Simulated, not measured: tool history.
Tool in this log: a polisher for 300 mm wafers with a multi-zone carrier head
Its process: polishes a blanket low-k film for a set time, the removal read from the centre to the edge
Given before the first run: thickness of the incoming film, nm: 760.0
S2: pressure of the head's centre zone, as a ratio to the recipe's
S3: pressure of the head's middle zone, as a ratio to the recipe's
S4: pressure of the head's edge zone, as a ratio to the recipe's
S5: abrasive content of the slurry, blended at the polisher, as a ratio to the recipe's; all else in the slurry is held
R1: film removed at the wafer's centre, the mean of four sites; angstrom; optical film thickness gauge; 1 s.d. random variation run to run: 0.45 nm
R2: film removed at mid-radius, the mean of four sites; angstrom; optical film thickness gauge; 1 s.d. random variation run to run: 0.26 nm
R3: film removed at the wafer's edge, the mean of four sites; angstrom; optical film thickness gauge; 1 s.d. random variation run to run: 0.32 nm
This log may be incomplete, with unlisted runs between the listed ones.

run 1 hour=0 | flow_of_slurry_(ml/min)=285 S2=1 S3=1 S4=1 S5=1 polishing_time_(s)=68 | R1=415.58 R2=416.65 R3=451.28
run 2 hour=6.7 | flow_of_slurry_(ml/min)=285 S2=1 S3=1 S4=1 S5=1 polishing_time_(s)=81 | R1=503.81 R2=497.75 R3=544.86
run 3 hour=14.8 | flow_of_slurry_(ml/min)=285 S2=1.04 S3=1 S4=1 S5=1 polishing_time_(s)=81 | R1=513.15 R2=495.91 R3=538.64
run 4 hour=16 | flow_of_slurry_(ml/min)=280 S2=1.04 S3=0.99 S4=0.96 S5=0.85 polishing_time_(s)=75 | R1=453.7 R2=427.86 R3=457.73
run 5 hour=18.6 | flow_of_slurry_(ml/min)=310 S2=1.04 S3=0.99 S4=0.96 S5=0.85 polishing_time_(s)=75 | R1=455.8 R2=436.31 R3=470.3
run 6 hour=20.2 | flow_of_slurry_(ml/min)=310 S2=1.04 S3=0.94 S4=0.96 S5=0.85 polishing_time_(s)=75 | R1=466.38 R2=419.94 R3=465.66
run 7 hour=21.2 | flow_of_slurry_(ml/min)=285 S2=1.02 S3=0.94 S4=0.93 S5=0.75 polishing_time_(s)=71 | R1=408.54 R2=381.96 R3=409.18
run 8 hour=23.2 | flow_of_slurry_(ml/min)=270 S2=1 S3=0.92 S4=0.92 S5=0.65 polishing_time_(s)=69 | R1=367.15 R2=340.21 R3=382.35
run 9 hour=31.9 | flow_of_slurry_(ml/min)=265 S2=1 S3=0.92 S4=0.89 S5=0.6 polishing_time_(s)=67 | R1=335.44 R2=320.42 R3=350.84

What will run 10 give?
run 10 hour=40.7 | flow_of_slurry_(ml/min)=255 S2=1.01 S3=0.92 S4=0.86 S5=0.55 polishing_time_(s)=67 | R1=? R2=? R3=?

{"run 10": {"R1": 329.3, "R2": 310.76, "R3": 333.47}}
